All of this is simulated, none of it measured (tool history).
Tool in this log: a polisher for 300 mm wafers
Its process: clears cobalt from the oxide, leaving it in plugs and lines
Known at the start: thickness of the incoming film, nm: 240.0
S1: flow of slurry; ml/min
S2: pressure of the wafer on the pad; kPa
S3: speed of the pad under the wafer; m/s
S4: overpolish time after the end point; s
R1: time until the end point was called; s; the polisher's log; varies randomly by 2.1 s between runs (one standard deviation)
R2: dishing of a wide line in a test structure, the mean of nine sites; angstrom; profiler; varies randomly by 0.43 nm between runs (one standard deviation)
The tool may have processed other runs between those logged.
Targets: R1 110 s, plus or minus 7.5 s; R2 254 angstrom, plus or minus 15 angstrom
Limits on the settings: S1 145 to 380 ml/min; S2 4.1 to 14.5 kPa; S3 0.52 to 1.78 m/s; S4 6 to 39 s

Run 1, hour 0: S1 245 ml/min, S2 9 kPa, S3 1.14 m/s, S4 20 s. Result: R1 69.116 s, R2 332.14 angstrom.
Run 2, hour 2: S1 245 ml/min, S2 8.3 kPa, S3 1.14 m/s, S4 20 s. Result: R1 73.642 s, R2 322.25 angstrom.
Run 3, hour 10.3: S1 245 ml/min, S2 8.3 kPa, S3 1.14 m/s, S4 27 s. Result: R1 73.379 s, R2 374.11 angstrom.
Run 4, hour 12.4: S1 245 ml/min, S2 10.3 kPa, S3 1.14 m/s, S4 27 s. Result: R1 60.96 s, R2 390 angstrom.
Run 5, hour 19.4: S1 245 ml/min, S2 9.7 kPa, S3 1.1 m/s, S4 25 s. Result: R1 64.602 s, R2 383.8 angstrom.
Run 6, hour 23.5: S1 245 ml/min, S2 9 kPa, S3 1.1 m/s, S4 23 s. Result: R1 69.208 s, R2 349.15 angstrom.
Run 7, hour 24.4: S1 245 ml/min, S2 8.3 kPa, S3 1.08 m/s, S4 22 s. Result: R1 76.797 s, R2 326.79 angstrom.
Run 8, hour 30.9: S1 245 ml/min, S2 7.6 kPa, S3 1.06 m/s, S4 21 s. Result: R1 84.931 s, R2 304.77 angstrom.
Run 9, hour 32: S1 245 ml/min, S2 6.9 kPa, S3 1.06 m/s, S4 21 s. Result: R1 94.393 s, R2 290.48 angstrom.

Pick the move, out of 4, that brings all results within their allowed miss; only one does.
Run A, hour 33.1: S1 345 ml/min, S2 4.8 kPa, S3 1.2 m/s, S4 20 s. Result: R1 ?, R2 ?.
Run B, hour 33.1: S1 145 ml/min, S2 7.6 kPa, S3 0.92 m/s, S4 39 s. Result: R1 ?, R2 ?.
Run C, hour 33.1: S1 235 ml/min, S2 6.2 kPa, S3 1.18 m/s, S4 28 s. Result: R1 ?, R2 ?.
Run D, hour 33.1: S1 270 ml/min, S2 6.2 kPa, S3 0.96 m/s, S4 30 s. Result: R1 ?, R2 ?.

move      R1      R2
   A  110.93  248.62
   B  105.21  368.01
   C  92.343  335.78
   D  110.94  317.61
A: hits every target within its allowed miss
B: its largest miss is bigger than the last run's
C: its largest miss is bigger than the last run's
D: its largest miss is bigger than the last run's
The right move is A.

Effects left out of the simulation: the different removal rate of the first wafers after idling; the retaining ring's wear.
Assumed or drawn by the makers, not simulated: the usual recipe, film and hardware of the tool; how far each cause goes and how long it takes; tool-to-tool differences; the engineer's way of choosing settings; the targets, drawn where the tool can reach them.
